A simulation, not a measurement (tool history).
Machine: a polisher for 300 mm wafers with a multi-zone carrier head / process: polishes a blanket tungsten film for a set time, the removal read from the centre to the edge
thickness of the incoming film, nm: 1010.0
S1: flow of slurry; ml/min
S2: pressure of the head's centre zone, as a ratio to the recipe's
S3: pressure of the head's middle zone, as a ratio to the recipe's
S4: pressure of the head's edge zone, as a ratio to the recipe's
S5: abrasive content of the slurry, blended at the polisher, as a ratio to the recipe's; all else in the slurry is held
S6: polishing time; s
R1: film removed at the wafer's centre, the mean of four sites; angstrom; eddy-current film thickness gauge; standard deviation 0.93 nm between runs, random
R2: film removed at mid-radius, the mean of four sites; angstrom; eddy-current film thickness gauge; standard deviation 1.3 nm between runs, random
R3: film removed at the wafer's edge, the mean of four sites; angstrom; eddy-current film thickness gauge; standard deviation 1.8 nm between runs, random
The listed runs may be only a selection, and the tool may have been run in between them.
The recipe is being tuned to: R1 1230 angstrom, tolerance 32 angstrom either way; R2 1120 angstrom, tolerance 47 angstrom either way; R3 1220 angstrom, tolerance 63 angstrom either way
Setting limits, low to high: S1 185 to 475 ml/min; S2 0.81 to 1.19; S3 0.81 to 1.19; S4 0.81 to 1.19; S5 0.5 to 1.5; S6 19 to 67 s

run,hour,S1,S2,S3,S4,S5,S6,R1,R2,R3
1,0,305,1,1,1,1,43,1985.9,2031.4,2058.4
2,1.4,305,1,1,1.08,1,43,2005,2063,2127.9
3,9.3,305,1,0.97,1.04,0.9,39,1743.1,1748.7,1822.3
4,13.5,305,1,0.94,1.01,0.8,37,1591.3,1620.7,1625.1
5,17.7,230,1,0.94,1.01,0.8,37,1532.5,1516.8,1606.1
6,19.9,230,1,0.94,1.01,0.8,27,1122.4,1100.1,1141
7,23,245,1.01,0.93,1.03,0.8,27,1136.7,1131.3,1189.8
8,31.8,250,1.03,0.91,1.03,0.8,27,1168.2,1091.4,1195.6
9,38,260,1.04,0.91,1.03,0.8,27,1198.6,1113.7,1164.8
10,41.8,265,1.04,0.91,1.04,0.8,27,1191,1122.4,1229
# hour 49.2: slurry nozzle cleaned
11,49.2,270,1.05,0.91,1.03,0.8,27,1293.7,1186.4,1253.8
12,55.2,260,1.05,0.91,1.03,0.8,27,1276,1190.9,1219.4
13,60.1,250,1.05,0.91,1.03,0.8,27,1256.1,1195.6,1237.2
14,66.8,250,1.05,0.9,1.03,0.8,27,1270,1162.6,1260.3

Pick the move, out of 4, that brings all results within their allowed miss; only one does.
A,73.5,245,0.98,0.92,1.02,0.7,29,?,?,?
B,73.5,225,1.02,0.84,1.01,0.9,26,?,?,?
C,73.5,205,1.13,0.89,0.94,0.75,27,?,?,?
D,73.5,215,1.18,0.89,1.02,0.7,27,?,?,?

move,R1,R2,R3
A,1218.5,1194.1,1286.1
B,1219.5,1097.7,1235.1
C,1313.3,1097.8,1162.5
D,1348.9,1078.5,1186.5
A: puts the biggest miss on target and leaves a different result outside tolerance
B: in spec on every target
C: lands further from the targets than the last run did
D: lands further from the targets than the last run did
Go with B: it meets all targets.
